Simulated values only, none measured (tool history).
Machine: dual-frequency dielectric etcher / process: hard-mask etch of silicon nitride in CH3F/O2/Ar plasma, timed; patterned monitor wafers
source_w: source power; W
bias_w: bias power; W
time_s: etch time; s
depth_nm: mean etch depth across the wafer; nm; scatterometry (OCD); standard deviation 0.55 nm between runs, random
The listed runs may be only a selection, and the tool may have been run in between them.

run    day  source_w  bias_w  time_s  depth_nm
  1      0       480      95     160     131.8
  2    0.2       400      95     160    121.44
  3  0.362       400      85     160    114.45
  4  0.662       400      85     160    112.81
  5  0.883       400      85     160    112.41
  6  1.029       370      78   159.5    103.62
  7  1.108       350      74     159     97.34
  8  1.367       330      72     159     91.47

What does the tool deliver on the next run?
  9  1.404       320      72     159         ?

Run 9 measured depth_nm 89.555 nm.

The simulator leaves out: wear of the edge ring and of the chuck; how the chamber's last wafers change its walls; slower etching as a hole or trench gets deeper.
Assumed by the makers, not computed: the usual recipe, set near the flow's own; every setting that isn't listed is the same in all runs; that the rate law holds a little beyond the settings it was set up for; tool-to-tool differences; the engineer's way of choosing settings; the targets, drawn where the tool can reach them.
